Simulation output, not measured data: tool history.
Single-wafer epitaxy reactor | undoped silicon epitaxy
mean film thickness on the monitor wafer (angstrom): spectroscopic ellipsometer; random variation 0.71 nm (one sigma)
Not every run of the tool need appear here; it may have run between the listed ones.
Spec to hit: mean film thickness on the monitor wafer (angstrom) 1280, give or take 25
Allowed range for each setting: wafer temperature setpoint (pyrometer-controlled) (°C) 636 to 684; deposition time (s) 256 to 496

run,hour,wafer temperature setpoint (pyrometer-controlled) (°C),deposition time (s),mean film thickness on the monitor wafer (angstrom)
1,0,660,376,755.86
2,3.7,660,426,866.88
3,8.2,654,426,774.1
4,13.4,647,426,676.12
5,17.4,653,426,757.41
6,24.7,660,427,859.86
7,31.4,665,428,949.79
8,33,669,429,1042.3
9,40,672,429,1088.1
10,40.6,674,429,1128.3

4 candidate next runs follow, results not yet known. Just one meets every target within its allowed miss. Identify it.
A,41.2,675,449,?
B,41.2,677,436,?
C,41.2,682,425,?
D,41.2,681,456,?

move,mean film thickness on the monitor wafer (angstrom)
A,1204.2
B,1212.8
C,1294.1
D,1363.7
A: nearer the targets than the last run, but a result is still out of spec
B: nearer the targets than the last run, but a result is still out of spec
C: meets every target
D: takes the result that was furthest off past its target
So the answer is move C, the one that meets all the targets.

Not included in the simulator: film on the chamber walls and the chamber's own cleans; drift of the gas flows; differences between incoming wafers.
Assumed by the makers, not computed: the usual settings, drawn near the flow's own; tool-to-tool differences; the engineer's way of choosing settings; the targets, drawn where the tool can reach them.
